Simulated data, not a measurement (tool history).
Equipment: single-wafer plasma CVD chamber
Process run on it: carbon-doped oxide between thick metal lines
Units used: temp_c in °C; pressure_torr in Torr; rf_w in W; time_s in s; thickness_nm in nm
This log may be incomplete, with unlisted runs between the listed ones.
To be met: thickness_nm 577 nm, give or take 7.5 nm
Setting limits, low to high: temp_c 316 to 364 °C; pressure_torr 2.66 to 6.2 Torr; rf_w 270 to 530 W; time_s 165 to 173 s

run 1 hour=0 | temp_c=340 pressure_torr=4.43 rf_w=400 time_s=173 | thickness_nm=680.93
run 2 hour=0.9 | temp_c=340 pressure_torr=4.43 rf_w=400 time_s=165 | thickness_nm=647.32
run 3 hour=6.4 | temp_c=342 pressure_torr=4.26 rf_w=400 time_s=165 | thickness_nm=641.35
run 4 hour=7.3 | temp_c=349 pressure_torr=4.26 rf_w=400 time_s=165 | thickness_nm=622.76
run 5 hour=9.2 | temp_c=351 pressure_torr=4.2 rf_w=400 time_s=165 | thickness_nm=617.79
run 6 hour=14.1 | temp_c=351 pressure_torr=4.2 rf_w=355 time_s=165 | thickness_nm=558.26
run 7 hour=21 | temp_c=350 pressure_torr=4.22 rf_w=355 time_s=165 | thickness_nm=562.83
run 8 hour=21.6 | temp_c=349 pressure_torr=4.23 rf_w=355 time_s=165 | thickness_nm=567.57
run 9 hour=30.2 | temp_c=349 pressure_torr=4.24 rf_w=355 time_s=165 | thickness_nm=564.93
run 10 hour=39 | temp_c=348 pressure_torr=4.25 rf_w=355 time_s=165 | thickness_nm=568.26

Pick the move, out of 4, that brings all results within their allowed miss; only one does.
run A hour=47.8 | temp_c=349 pressure_torr=3.77 rf_w=350 time_s=169 | thickness_nm=?
run B hour=47.8 | temp_c=353 pressure_torr=3.82 rf_w=380 time_s=165 | thickness_nm=?
run C hour=47.8 | temp_c=346 pressure_torr=4.63 rf_w=340 time_s=165 | thickness_nm=?
run D hour=47.8 | temp_c=353 pressure_torr=3.89 rf_w=360 time_s=165 | thickness_nm=?

move=A thickness_nm=558.52
move=B thickness_nm=577.37
move=C thickness_nm=561.89
move=D thickness_nm=554.62
A: the biggest miss grows against the last run
B: all results in spec
C: the biggest miss grows against the last run
D: the biggest miss grows against the last run
B meets every target.

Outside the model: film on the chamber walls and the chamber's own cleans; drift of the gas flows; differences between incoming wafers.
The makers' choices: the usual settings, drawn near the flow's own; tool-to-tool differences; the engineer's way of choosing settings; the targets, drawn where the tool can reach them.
